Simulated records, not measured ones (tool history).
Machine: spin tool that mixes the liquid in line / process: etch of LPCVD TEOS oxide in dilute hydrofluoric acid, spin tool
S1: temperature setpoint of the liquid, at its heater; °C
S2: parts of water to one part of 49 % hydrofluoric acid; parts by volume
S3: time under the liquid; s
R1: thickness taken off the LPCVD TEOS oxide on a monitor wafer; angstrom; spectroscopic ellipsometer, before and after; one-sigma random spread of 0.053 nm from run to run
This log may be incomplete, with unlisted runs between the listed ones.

run    day    S1  S2  S3      R1
  1  0.000  21.0  95  40  141.58
  2  0.142  20.5  95  40  138.49
  3  0.400  20.5  95  30  102.99
  4  0.712  20.5  95  40  137.76
  5  0.950  20.0  95  40  135.84
  6  1.167  20.0  95  30  101.08
  7  1.542  20.5  95  30  103.73

Run 8 comes next. What will it give?
  8  1.808  21.0  95  30   ?

For run 8 the tool returned R1 105.44 angstrom.
